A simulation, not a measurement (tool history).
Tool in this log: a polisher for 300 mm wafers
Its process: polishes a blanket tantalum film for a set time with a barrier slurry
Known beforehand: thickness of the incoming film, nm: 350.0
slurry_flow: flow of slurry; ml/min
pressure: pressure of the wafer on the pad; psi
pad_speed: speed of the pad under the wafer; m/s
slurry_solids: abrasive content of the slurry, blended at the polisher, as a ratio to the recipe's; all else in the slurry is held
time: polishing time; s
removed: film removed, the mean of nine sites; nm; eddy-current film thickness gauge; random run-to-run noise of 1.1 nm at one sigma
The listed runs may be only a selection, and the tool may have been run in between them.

run	hour	slurry_flow	pressure	pad_speed	slurry_solids	time	removed
1	0	205	2.4	0.92	1	48	83.846
2	4.4	205	2.4	1.1	1	48	99.27
3	8.9	205	2.4	1	1	48	89.947
4	14.6	180	2.4	1	1	48	88.842
5	17.2	185	2.7	1	1	48	99.315
6	20.7	185	2.7	1.22	1	48	120.05
7	25.8	195	2.8	1.22	1	48	126.52

Forecast run 8:
8	29.6	200	2.8	1.22	1	48	?

For run 8 the tool returned removed 123.99 nm.
